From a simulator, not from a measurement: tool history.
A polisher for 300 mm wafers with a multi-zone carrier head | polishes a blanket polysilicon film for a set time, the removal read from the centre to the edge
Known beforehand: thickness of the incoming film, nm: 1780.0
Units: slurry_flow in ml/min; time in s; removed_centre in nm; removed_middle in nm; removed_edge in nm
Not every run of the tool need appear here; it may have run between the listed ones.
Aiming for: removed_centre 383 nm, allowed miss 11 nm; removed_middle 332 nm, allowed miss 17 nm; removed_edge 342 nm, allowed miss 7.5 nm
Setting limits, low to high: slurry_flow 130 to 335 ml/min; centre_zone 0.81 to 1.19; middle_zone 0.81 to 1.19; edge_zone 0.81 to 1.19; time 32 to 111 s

{"run": 1, "hour": 0.0, "slurry_flow": 215, "centre_zone": 1, "middle_zone": 1, "edge_zone": 1, "time": 71, "removed_centre": 361.88, "removed_middle": 374.77, "removed_edge": 385.32}
{"run": 2, "hour": 2.4, "slurry_flow": 215, "centre_zone": 0.92, "middle_zone": 1, "edge_zone": 1, "time": 71, "removed_centre": 338.08, "removed_middle": 384.61, "removed_edge": 388.78}
{"run": 3, "hour": 6.3, "slurry_flow": 215, "centre_zone": 0.92, "middle_zone": 0.93, "edge_zone": 1, "time": 71, "removed_centre": 338.06, "removed_middle": 368.83, "removed_edge": 385.32}
{"run": 4, "hour": 12.5, "slurry_flow": 215, "centre_zone": 0.92, "middle_zone": 0.93, "edge_zone": 1, "time": 59, "removed_centre": 279.63, "removed_middle": 296.55, "removed_edge": 323.71}
{"run": 5, "hour": 18.7, "slurry_flow": 240, "centre_zone": 1, "middle_zone": 0.97, "edge_zone": 0.99, "time": 60, "removed_centre": 313.84, "removed_middle": 320.43, "removed_edge": 328.18}
{"run": 6, "hour": 26.3, "slurry_flow": 240, "centre_zone": 1, "middle_zone": 0.97, "edge_zone": 1.08, "time": 60, "removed_centre": 314.94, "removed_middle": 308.79, "removed_edge": 342.42}
{"run": 7, "hour": 30.1, "slurry_flow": 260, "centre_zone": 1.05, "middle_zone": 0.98, "edge_zone": 1.07, "time": 60, "removed_centre": 331.77, "removed_middle": 324.7, "removed_edge": 341.89}
{"run": 8, "hour": 31.2, "slurry_flow": 270, "centre_zone": 1.1, "middle_zone": 0.97, "edge_zone": 1.07, "time": 60, "removed_centre": 350.4, "removed_middle": 327.55, "removed_edge": 349.95}
{"hour": 36.0, "done": "slurry nozzle cleaned"}
{"run": 9, "hour": 36.0, "slurry_flow": 280, "centre_zone": 1.13, "middle_zone": 0.96, "edge_zone": 1.04, "time": 60, "removed_centre": 377.71, "removed_middle": 339.73, "removed_edge": 351.34}

Next run, 4 choices. One meets every target within its allowed miss, the rest don't. Which?
{"run": "A", "hour": 40.8, "slurry_flow": 270, "centre_zone": 1.15, "middle_zone": 0.95, "edge_zone": 1, "time": 60, "removed_centre": "?", "removed_middle": "?", "removed_edge": "?"}
{"run": "B", "hour": 40.8, "slurry_flow": 290, "centre_zone": 1.1, "middle_zone": 1.01, "edge_zone": 1.03, "time": 61, "removed_centre": "?", "removed_middle": "?", "removed_edge": "?"}
{"run": "C", "hour": 40.8, "slurry_flow": 285, "centre_zone": 1.09, "middle_zone": 0.89, "edge_zone": 1.15, "time": 59, "removed_centre": "?", "removed_middle": "?", "removed_edge": "?"}
{"run": "D", "hour": 40.8, "slurry_flow": 285, "centre_zone": 1.1, "middle_zone": 0.9, "edge_zone": 1.14, "time": 60, "removed_centre": "?", "removed_middle": "?", "removed_edge": "?"}

move=A removed_centre=382.2 removed_middle=330.24 removed_edge=343.06
move=B removed_centre=374.45 removed_middle=355.92 removed_edge=355.31
move=C removed_centre=357.93 removed_middle=309.14 removed_edge=363.41
move=D removed_centre=367.39 removed_middle=317.29 removed_edge=367.86
A: hits every target within its allowed miss
B: lands further from the targets than the last run did
C: lands further from the targets than the last run did
D: lands further from the targets than the last run did
So the answer is move A, the one that meets all the targets.

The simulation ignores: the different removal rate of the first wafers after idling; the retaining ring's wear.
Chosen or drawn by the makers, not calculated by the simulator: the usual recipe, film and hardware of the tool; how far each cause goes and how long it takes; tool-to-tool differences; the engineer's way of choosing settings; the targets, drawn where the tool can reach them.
